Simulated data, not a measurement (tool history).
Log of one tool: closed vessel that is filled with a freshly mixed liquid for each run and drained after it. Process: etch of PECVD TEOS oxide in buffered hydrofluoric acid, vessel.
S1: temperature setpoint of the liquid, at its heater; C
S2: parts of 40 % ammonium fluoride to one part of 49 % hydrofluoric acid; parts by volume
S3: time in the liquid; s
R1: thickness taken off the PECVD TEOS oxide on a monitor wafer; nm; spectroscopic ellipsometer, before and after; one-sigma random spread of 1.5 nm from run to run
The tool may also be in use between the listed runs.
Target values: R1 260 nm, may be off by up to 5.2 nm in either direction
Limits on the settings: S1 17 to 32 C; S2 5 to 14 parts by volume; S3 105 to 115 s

Run 1, hour 0: S1 24 C, S2 8.5 parts by volume, S3 105 s. Result: R1 207.89 nm.
Run 2, hour 3.8: S1 24 C, S2 8.5 parts by volume, S3 115 s. Result: R1 230.73 nm.
Run 3, hour 5.9: S1 24 C, S2 8.5 parts by volume, S3 105 s. Result: R1 210.04 nm.
Run 4, hour 12.7: S1 24 C, S2 11 parts by volume, S3 105 s. Result: R1 168.17 nm.
Run 5, hour 21: S1 24 C, S2 9.5 parts by volume, S3 105 s. Result: R1 188.74 nm.
Run 6, hour 22: S1 25.5 C, S2 9.5 parts by volume, S3 105 s. Result: R1 204.07 nm.
Run 7, hour 24.5: S1 26.5 C, S2 9.5 parts by volume, S3 105 s. Result: R1 217.95 nm.
Run 8, hour 25.3: S1 27 C, S2 9.5 parts by volume, S3 105 s. Result: R1 222.91 nm.
Run 9, hour 29.6: S1 30.5 C, S2 9.5 parts by volume, S3 105 s. Result: R1 267.95 nm.

Exactly one of the 4 candidate moves below puts every result within its allowed miss. Which one?
Run A, hour 33.9: S1 31.5 C, S2 11 parts by volume, S3 110 s. Result: R1 ?.
Run B, hour 33.9: S1 30.5 C, S2 10 parts by volume, S3 110 s. Result: R1 ?.
Run C, hour 33.9: S1 29.5 C, S2 9.5 parts by volume, S3 115 s. Result: R1 ?.
Run D, hour 33.9: S1 31 C, S2 9.5 parts by volume, S3 105 s. Result: R1 ?.

move      R1
   A  259.94
   B  270.68
   C  277.33
   D  273.89
A: every result within its allowed miss
B: further off than the last run
C: further off than the last run
D: further off than the last run
Correct choice: A, which meets every target

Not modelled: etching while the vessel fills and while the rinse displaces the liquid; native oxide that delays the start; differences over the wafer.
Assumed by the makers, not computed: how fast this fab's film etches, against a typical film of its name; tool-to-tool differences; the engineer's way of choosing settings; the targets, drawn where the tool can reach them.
